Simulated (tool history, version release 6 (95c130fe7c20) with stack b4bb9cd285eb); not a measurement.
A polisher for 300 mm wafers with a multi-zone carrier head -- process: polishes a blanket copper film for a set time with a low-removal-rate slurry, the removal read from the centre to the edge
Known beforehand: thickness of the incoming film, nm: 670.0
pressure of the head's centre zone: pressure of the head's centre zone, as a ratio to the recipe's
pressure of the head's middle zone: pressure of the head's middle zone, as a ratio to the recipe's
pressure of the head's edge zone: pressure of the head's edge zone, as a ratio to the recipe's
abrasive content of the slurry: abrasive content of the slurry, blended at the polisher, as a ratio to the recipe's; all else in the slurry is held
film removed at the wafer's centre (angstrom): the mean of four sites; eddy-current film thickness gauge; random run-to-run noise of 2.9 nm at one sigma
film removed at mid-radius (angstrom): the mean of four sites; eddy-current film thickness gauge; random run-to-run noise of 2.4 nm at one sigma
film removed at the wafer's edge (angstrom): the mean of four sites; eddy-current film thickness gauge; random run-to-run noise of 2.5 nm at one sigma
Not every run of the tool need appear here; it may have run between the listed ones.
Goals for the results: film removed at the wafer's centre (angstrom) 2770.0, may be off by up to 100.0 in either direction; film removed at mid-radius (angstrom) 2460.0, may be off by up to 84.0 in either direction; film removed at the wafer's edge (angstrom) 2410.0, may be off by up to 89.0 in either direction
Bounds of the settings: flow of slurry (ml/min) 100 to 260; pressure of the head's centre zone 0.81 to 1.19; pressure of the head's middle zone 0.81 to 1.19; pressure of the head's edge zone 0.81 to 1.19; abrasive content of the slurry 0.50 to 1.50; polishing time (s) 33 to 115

| run | hour | flow of slurry (ml/min) | pressure of the head's centre zone | pressure of the head's middle zone | pressure of the head's edge zone | abrasive content of the slurry | polishing time (s) | film removed at the wafer's centre (angstrom) | film removed at mid-radius (angstrom) | film removed at the wafer's edge (angstrom) |
|---|---|---|---|---|---|---|---|---|---|---|
| 1 | 0.0 | 165 | 1.00 | 1.00 | 1.00 | 1.00 | 73 | 1913.2 | 1922.3 | 1995.5 |
| 2 | 3.3 | 165 | 1.00 | 1.00 | 1.05 | 1.00 | 73 | 1944.2 | 1894.0 | 2040.8 |
| 3 | 7.4 | 180 | 1.04 | 1.04 | 1.07 | 1.10 | 73 | 2097.2 | 2042.8 | 2146.8 |
| 4 | 9.5 | 195 | 1.08 | 1.06 | 1.07 | 1.15 | 73 | 2184.3 | 2142.5 | 2098.0 |
| 5 | 12.9 | 195 | 1.08 | 1.06 | 1.00 | 1.15 | 73 | 2220.2 | 2113.7 | 2034.0 |
| 6 | 14.5 | 200 | 1.10 | 1.06 | 1.03 | 1.25 | 74 | 2323.0 | 2224.6 | 2183.6 |
| 7 | 20.1 | 210 | 1.12 | 1.06 | 1.03 | 1.30 | 75 | 2433.3 | 2261.5 | 2256.4 |
| 8 | 28.7 | 215 | 1.14 | 1.07 | 1.03 | 1.35 | 75 | 2471.5 | 2325.6 | 2236.2 |
| 9 | 33.0 | 220 | 1.15 | 1.06 | 1.03 | 1.40 | 76 | 2549.9 | 2371.1 | 2354.8 |

Exercise: of the 5 proposed moves below, exactly one satisfies all targets within the stated allowed misses. Which move is it?
| A | 37.3 | 230 | 0.96 | 1.19 | 1.14 | 1.45 | 74 | ? | ? | ? |
| B | 37.3 | 225 | 1.19 | 0.96 | 0.94 | 1.45 | 78 | ? | ? | ? |
| C | 37.3 | 245 | 1.07 | 0.94 | 1.00 | 1.50 | 84 | ? | ? | ? |
| D | 37.3 | 205 | 1.16 | 1.03 | 0.95 | 1.50 | 81 | ? | ? | ? |
| E | 37.3 | 240 | 1.15 | 1.02 | 1.04 | 1.45 | 85 | ? | ? | ? |

| move | film removed at the wafer's centre (angstrom) | film removed at mid-radius (angstrom) | film removed at the wafer's edge (angstrom) |
|---|---|---|---|
| A | 2167.2 | 2645.5 | 2372.1 |
| B | 2750.0 | 2314.0 | 2325.0 |
| C | 2745.7 | 2494.2 | 2602.4 |
| D | 2780.1 | 2542.0 | 2420.7 |
| E | 2932.1 | 2674.0 | 2643.5 |
A: its largest miss is bigger than the last run's
B: gets the furthest-off result to its target, but another result is out of tolerance
C: gets the furthest-off result to its target, but another result is out of tolerance
D: meets every target
E: pushes the last run's worst result past its target
D is the move that brings every result within its allowed miss.
